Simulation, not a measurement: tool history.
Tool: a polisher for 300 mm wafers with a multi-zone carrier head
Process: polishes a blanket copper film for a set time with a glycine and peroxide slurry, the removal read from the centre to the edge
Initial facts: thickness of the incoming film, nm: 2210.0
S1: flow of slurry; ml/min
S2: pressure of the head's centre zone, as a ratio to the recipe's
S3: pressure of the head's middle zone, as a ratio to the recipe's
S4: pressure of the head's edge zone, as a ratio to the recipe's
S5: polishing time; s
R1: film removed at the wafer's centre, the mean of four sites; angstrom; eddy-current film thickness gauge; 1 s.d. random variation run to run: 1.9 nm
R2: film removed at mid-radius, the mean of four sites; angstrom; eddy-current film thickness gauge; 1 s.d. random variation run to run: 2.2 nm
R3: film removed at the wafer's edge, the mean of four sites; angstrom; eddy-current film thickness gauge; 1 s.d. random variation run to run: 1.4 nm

| run | day | S1 | S2 | S3 | S4 | S5 | R1 | R2 | R3 |
|---|---|---|---|---|---|---|---|---|---|
| 1 | 0.000 | 200 | 1.00 | 1.00 | 1.00 | 39 | 3342.8 | 3577.9 | 3613.8 |
| 2 | 0.275 | 200 | 0.92 | 1.00 | 1.00 | 39 | 3082.2 | 3512.6 | 3580.7 |
| 3 | 0.579 | 200 | 0.92 | 1.00 | 1.07 | 39 | 3103.2 | 3533.0 | 3787.9 |
| 4 | 0.650 | 240 | 0.92 | 1.00 | 1.07 | 39 | 3123.3 | 3609.9 | 3785.1 |
|  | 0.983 | centre zone pressure recalibrated |
| 5 | 0.983 | 240 | 0.92 | 1.00 | 1.07 | 30 | 2609.6 | 2838.9 | 2914.4 |
| 6 | 1.288 | 225 | 0.89 | 0.97 | 1.04 | 28 | 2298.7 | 2510.3 | 2653.5 |

Run 7, settings as shown, results not yet in. Your forecast:
| 7 | 1.546 | 225 | 0.88 | 0.93 | 0.99 | 27 | ? | ? | ? |

For run 7 the tool returned R1 2242.8 angstrom, R2 2343.5 angstrom, R3 2527.2 angstrom.

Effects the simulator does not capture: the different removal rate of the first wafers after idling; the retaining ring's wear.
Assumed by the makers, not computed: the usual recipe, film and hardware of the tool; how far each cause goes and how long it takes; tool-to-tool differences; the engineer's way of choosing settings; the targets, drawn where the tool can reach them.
